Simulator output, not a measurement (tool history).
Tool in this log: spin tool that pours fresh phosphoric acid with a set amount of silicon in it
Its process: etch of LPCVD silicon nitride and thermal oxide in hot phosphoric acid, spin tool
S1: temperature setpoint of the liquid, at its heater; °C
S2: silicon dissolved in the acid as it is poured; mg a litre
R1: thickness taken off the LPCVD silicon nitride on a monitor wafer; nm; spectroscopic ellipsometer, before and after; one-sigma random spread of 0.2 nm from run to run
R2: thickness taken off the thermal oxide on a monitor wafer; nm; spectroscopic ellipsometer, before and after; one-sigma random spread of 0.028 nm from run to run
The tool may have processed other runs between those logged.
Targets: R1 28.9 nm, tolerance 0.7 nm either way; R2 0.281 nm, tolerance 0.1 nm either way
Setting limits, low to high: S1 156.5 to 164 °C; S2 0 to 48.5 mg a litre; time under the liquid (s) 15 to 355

{"run": 1, "day": 0.0, "S1": 159, "S2": 21.5, "time under the liquid (s)": 180, "R1": 14.413, "R2": 0.2109}
{"run": 2, "day": 0.046, "S1": 158, "S2": 21.5, "time under the liquid (s)": 180, "R1": 14.041, "R2": 0.20794}
{"run": 3, "day": 0.262, "S1": 158, "S2": 29.5, "time under the liquid (s)": 180, "R1": 14.13, "R2": 0.1531}
{"run": 4, "day": 0.45, "S1": 159.5, "S2": 31, "time under the liquid (s)": 210, "R1": 17.497, "R2": 0.17383}
{"run": 5, "day": 0.508, "S1": 161, "S2": 31, "time under the liquid (s)": 210, "R1": 18.225, "R2": 0.19292}
{"run": 6, "day": 0.604, "S1": 161, "S2": 40, "time under the liquid (s)": 210, "R1": 18.19, "R2": 0.11234}
{"run": 7, "day": 0.875, "S1": 161.5, "S2": 38, "time under the liquid (s)": 230, "R1": 20.116, "R2": 0.14152}
{"run": 8, "day": 1.125, "S1": 162, "S2": 36, "time under the liquid (s)": 250, "R1": 22.231, "R2": 0.23003}
{"run": 9, "day": 1.454, "S1": 162, "S2": 36, "time under the liquid (s)": 250, "R1": 22.665, "R2": 0.22039}
{"run": 10, "day": 1.483, "S1": 164, "S2": 38.5, "time under the liquid (s)": 290, "R1": 27.799, "R2": 0.25917}

Exactly one of the 5 candidate moves below puts every result within its allowed miss. Which one?
{"run": "A", "day": 1.512, "S1": 163.5, "S2": 36, "time under the liquid (s)": 285, "R1": "?", "R2": "?"}
{"run": "B", "day": 1.512, "S1": 163.5, "S2": 40.5, "time under the liquid (s)": 290, "R1": "?", "R2": "?"}
{"run": "C", "day": 1.512, "S1": 164, "S2": 41, "time under the liquid (s)": 280, "R1": "?", "R2": "?"}
{"run": "D", "day": 1.512, "S1": 162, "S2": 35.5, "time under the liquid (s)": 320, "R1": "?", "R2": "?"}
{"run": "E", "day": 1.512, "S1": 161.5, "S2": 29.5, "time under the liquid (s)": 310, "R1": "?", "R2": "?"}

move=A R1=26.977 R2=0.23619
move=B R1=27.451 R2=0.18341
move=C R1=26.95 R2=0.17739
move=D R1=28.805 R2=0.24358
move=E R1=27.438 R2=0.29732
A: its largest miss is bigger than the last run's
B: its largest miss is bigger than the last run's
C: its largest miss is bigger than the last run's
D: every result lands within tolerance
E: its largest miss is bigger than the last run's
The right move is D.

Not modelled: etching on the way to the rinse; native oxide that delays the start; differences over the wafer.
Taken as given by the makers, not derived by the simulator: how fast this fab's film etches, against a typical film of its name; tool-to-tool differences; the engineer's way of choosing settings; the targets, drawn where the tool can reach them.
